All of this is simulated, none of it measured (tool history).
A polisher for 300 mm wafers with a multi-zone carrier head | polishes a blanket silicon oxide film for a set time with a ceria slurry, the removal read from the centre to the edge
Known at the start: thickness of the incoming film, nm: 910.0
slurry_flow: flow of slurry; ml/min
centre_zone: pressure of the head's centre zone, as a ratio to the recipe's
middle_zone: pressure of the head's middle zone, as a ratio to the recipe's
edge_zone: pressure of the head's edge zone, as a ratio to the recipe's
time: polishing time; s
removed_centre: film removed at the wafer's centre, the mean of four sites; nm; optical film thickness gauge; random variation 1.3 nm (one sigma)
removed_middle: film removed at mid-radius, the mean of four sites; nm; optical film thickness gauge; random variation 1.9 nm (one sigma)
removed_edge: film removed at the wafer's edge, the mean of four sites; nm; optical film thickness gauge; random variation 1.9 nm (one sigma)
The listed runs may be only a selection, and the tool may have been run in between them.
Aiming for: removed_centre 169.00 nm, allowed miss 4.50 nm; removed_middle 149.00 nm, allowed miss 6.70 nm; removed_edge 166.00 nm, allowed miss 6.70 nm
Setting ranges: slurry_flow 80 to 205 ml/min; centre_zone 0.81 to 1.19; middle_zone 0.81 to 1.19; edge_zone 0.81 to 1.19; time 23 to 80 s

{"run": 1, "day": 0.0, "slurry_flow": 135, "centre_zone": 1.0, "middle_zone": 1.0, "edge_zone": 1.0, "time": 51, "removed_centre": 332.72, "removed_middle": 331.19, "removed_edge": 320.95}
{"run": 2, "day": 0.204, "slurry_flow": 135, "centre_zone": 1.0, "middle_zone": 1.0, "edge_zone": 0.93, "time": 51, "removed_centre": 337.58, "removed_middle": 338.82, "removed_edge": 309.1}
{"run": 3, "day": 0.55, "slurry_flow": 120, "centre_zone": 0.99, "middle_zone": 0.95, "edge_zone": 0.93, "time": 44, "removed_centre": 277.25, "removed_middle": 268.61, "removed_edge": 258.29}
{"run": 4, "day": 0.821, "slurry_flow": 115, "centre_zone": 0.98, "middle_zone": 0.92, "edge_zone": 0.94, "time": 39, "removed_centre": 238.54, "removed_middle": 234.86, "removed_edge": 235.91}
{"run": 5, "day": 0.929, "slurry_flow": 115, "centre_zone": 0.95, "middle_zone": 0.92, "edge_zone": 0.94, "time": 39, "removed_centre": 231.32, "removed_middle": 228.42, "removed_edge": 236.83}
{"run": 6, "day": 1.021, "slurry_flow": 135, "centre_zone": 0.95, "middle_zone": 0.92, "edge_zone": 0.94, "time": 39, "removed_centre": 241.0, "removed_middle": 244.54, "removed_edge": 234.51}
{"run": 7, "day": 1.375, "slurry_flow": 120, "centre_zone": 0.96, "middle_zone": 0.89, "edge_zone": 0.93, "time": 35, "removed_centre": 214.13, "removed_middle": 198.23, "removed_edge": 208.84}
{"run": 8, "day": 1.604, "slurry_flow": 120, "centre_zone": 0.95, "middle_zone": 0.87, "edge_zone": 0.91, "time": 33, "removed_centre": 198.17, "removed_middle": 190.73, "removed_edge": 197.61}
{"run": 9, "day": 1.892, "slurry_flow": 115, "centre_zone": 0.96, "middle_zone": 0.85, "edge_zone": 0.9, "time": 32, "removed_centre": 193.55, "removed_middle": 183.51, "removed_edge": 183.27}
{"run": 10, "day": 2.162, "slurry_flow": 105, "centre_zone": 0.97, "middle_zone": 0.84, "edge_zone": 0.91, "time": 31, "removed_centre": 182.74, "removed_middle": 170.07, "removed_edge": 180.64}
{"run": 11, "day": 2.296, "slurry_flow": 100, "centre_zone": 0.98, "middle_zone": 0.83, "edge_zone": 0.91, "time": 30, "removed_centre": 173.31, "removed_middle": 153.08, "removed_edge": 167.25}

Which one of the following 4 next-run settings gets every result inside its allowed miss? There is exactly one.
{"run": "A", "day": 2.429, "slurry_flow": 125, "centre_zone": 0.99, "middle_zone": 0.88, "edge_zone": 0.83, "time": 27, "removed_centre": "?", "removed_middle": "?", "removed_edge": "?"}
{"run": "B", "day": 2.429, "slurry_flow": 95, "centre_zone": 0.99, "middle_zone": 0.81, "edge_zone": 0.92, "time": 29, "removed_centre": "?", "removed_middle": "?", "removed_edge": "?"}
{"run": "C", "day": 2.429, "slurry_flow": 100, "centre_zone": 1.0, "middle_zone": 0.84, "edge_zone": 0.84, "time": 30, "removed_centre": "?", "removed_middle": "?", "removed_edge": "?"}
{"run": "D", "day": 2.429, "slurry_flow": 145, "centre_zone": 0.92, "middle_zone": 0.87, "edge_zone": 0.93, "time": 27, "removed_centre": "?", "removed_middle": "?", "removed_edge": "?"}

move=A removed_centre=171.36 removed_middle=155.87 removed_edge=152.89
move=B removed_centre=167.46 removed_middle=145.26 removed_edge=162.82
move=C removed_centre=178.47 removed_middle=156.96 removed_edge=163.46
move=D removed_centre=166.32 removed_middle=160.04 removed_edge=164.99
A: puts the biggest miss on target and leaves a different result outside tolerance
B: in spec on every target
C: moves away from the targets compared with the last run
D: puts the biggest miss on target and leaves a different result outside tolerance
Correct choice: B, which meets every target

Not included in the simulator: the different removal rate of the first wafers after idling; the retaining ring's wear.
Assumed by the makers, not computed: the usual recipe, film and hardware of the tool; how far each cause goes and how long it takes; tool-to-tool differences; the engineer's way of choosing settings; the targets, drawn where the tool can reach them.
